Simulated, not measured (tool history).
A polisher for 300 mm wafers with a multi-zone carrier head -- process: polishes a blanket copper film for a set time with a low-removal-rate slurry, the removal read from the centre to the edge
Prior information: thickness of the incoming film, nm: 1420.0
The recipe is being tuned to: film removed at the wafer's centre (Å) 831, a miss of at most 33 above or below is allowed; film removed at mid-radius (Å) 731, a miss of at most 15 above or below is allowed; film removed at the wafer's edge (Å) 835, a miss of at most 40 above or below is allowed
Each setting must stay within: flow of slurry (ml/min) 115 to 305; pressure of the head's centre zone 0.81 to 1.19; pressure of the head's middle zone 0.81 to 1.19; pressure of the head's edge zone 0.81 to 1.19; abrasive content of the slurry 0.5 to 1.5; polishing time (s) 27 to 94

run    day  flow of slurry (ml/min)  pressure of the head's centre zone  pressure of the head's middle zone  pressure of the head's edge zone  abrasive content of the slurry  polishing time (s)  film removed at the wafer's centre (Å)  film removed at mid-radius (Å)  film removed at the wafer's edge (Å)
  1      0                      195                                   1                                   1                                 1                               1                  60                                  1278.7                            1292                                1268.2
  2  0.083                      215                                   1                                   1                                 1                               1                  60                                  1302.9                          1294.9                                1297.1
  3  0.321                      215                                   1                                0.96                              0.99                             0.9                  56                                  1222.2                          1176.9                                1208.7
  4  0.458                      215                                   1                                1.01                              0.99                             0.9                  56                                  1201.4                          1217.6                                1182.1
  5  0.538                      205                                   1                                0.97                              0.99                            0.85                  52                                  1090.4                          1071.2                                1104.2
  6    0.6                      190                                1.01                                0.94                              0.97                            0.75                  50                                  1061.5                          979.92                                1044.7
  7  0.971                      180                                   1                                0.92                              0.95                             0.7                  48                                  986.49                          914.34                                964.18
  8  1.062                      170                                0.99                                 0.9                              0.94                            0.65                  47                                  919.65                          874.64                                936.57
  9  1.158                      165                                0.99                                0.88                              0.93                             0.6                  46                                  901.83                          831.88                                913.74
 10  1.317                      160                                0.99                                0.87                              0.92                             0.6                  46                                  886.51                          816.12                                889.76
 11  1.358                      155                                0.99                                0.86                              0.92                             0.6                  46                                   898.7                          803.98                                 896.5
 12  1.512                      150                                0.99                                0.85                              0.91                             0.6                  46                                  898.95                          795.33                                893.77
 13  1.596                      145                                0.99                                0.84                               0.9                             0.6                  46                                   895.7                          781.51                                890.63
 14  1.679                      140                                0.98                                0.83                              0.89                             0.6                  46                                   884.1                          778.08                                865.63
 15  1.804                      135                                0.98                                0.83                              0.89                             0.6                  46                                   873.6                          767.91                                876.85
 16  1.842                      130                                0.98                                0.83                              0.88                             0.6                  46                                  881.98                           762.6                                860.17

Which of these 5 next moves meets every target?
  A  1.879                      115                                0.99                                0.81                              0.89                            0.55                  48                                       ?                               ?                                     ?
  B  1.879                      115                                1.15                                0.86                              0.81                            0.75                  39                                       ?                               ?                                     ?
  C  1.879                      185                                1.03                                0.84                              0.81                             0.7                  43                                       ?                               ?                                     ?
  D  1.879                      120                                0.99                                0.83                              0.91                             0.5                  45                                       ?                               ?                                     ?
  E  1.879                      115                                1.18                                0.81                              0.81                            0.75                  44                                       ?                               ?                                     ?

move  film removed at the wafer's centre (Å)  film removed at mid-radius (Å)  film removed at the wafer's edge (Å)
   A                                  912.95                          775.94                                892.07
   B                                  894.09                          685.57                                725.65
   C                                  918.92                           768.7                                819.29
   D                                  851.45                          737.73                                837.14
   E                                  1034.8                          736.33                                819.23
A: moves away from the targets compared with the last run
B: moves the result that the last run missed by most past its target, out the other side
C: moves away from the targets compared with the last run
D: all results land within tolerance of their targets
E: corrects the largest miss of the last run, while another result sits out of spec
Correct choice: D, which meets every target

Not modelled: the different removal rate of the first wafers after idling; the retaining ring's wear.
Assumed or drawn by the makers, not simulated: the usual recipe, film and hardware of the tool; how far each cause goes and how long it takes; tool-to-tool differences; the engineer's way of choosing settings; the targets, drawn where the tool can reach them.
